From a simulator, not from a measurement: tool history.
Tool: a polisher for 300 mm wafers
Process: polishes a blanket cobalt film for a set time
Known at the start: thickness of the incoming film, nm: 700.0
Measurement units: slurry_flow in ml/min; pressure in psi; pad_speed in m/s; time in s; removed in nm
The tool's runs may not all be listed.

run  hour  slurry_flow  pressure  pad_speed  time  removed
  1     0          300       1.6        0.9    56    190.2
  2   3.3          300       1.6       1.12    56   242.82
  3   8.4          300         2       1.12    56   305.26
  4  16.9          375         2       1.12    56   309.74
  5  19.2          375       2.1       1.12    56   321.47
  6  22.3          375       2.2       1.12    56   337.05

Expected results for the next run?
  7  24.5          375       2.3       1.12    56        ?

For run 7 the tool returned removed 362.31 nm.
